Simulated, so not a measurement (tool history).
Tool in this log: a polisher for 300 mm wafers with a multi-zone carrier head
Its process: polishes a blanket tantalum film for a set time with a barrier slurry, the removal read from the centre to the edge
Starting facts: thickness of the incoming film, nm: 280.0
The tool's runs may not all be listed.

run	hour	flow of slurry (ml/min)	pressure of the head's centre zone	pressure of the head's middle zone	pressure of the head's edge zone	abrasive content of the slurry	polishing time (s)	film removed at the wafer's centre (nm)	film removed at mid-radius (nm)	film removed at the wafer's edge (nm)
1	0.0	315	1.00	1.00	1.00	1.00	70	107.050	107.670	108.610
2	2.5	315	1.00	1.03	1.00	1.00	70	108.150	110.110	108.280
3	11.1	315	1.00	1.03	1.00	1.00	63	97.885	97.286	95.205
4	17.2	315	1.09	1.03	1.00	1.00	63	105.340	99.698	96.748
5	21.2	295	1.01	1.04	1.00	0.85	56	81.584	85.207	80.569
# hour 25.5: worn pad replaced by a new one
6	25.5	295	1.01	1.04	1.00	0.85	49	77.997	79.345	77.414
7	29.7	285	0.97	1.03	0.98	0.75	45	64.028	67.644	67.042

Run 8 has not been measured yet. What should we expect?
8	35.2	280	0.95	1.03	0.94	0.70	45	?	?	?

Run 8 gave film removed at the wafer's centre (nm) 60.228, film removed at mid-radius (nm) 67.701, film removed at the wafer's edge (nm) 63.201.

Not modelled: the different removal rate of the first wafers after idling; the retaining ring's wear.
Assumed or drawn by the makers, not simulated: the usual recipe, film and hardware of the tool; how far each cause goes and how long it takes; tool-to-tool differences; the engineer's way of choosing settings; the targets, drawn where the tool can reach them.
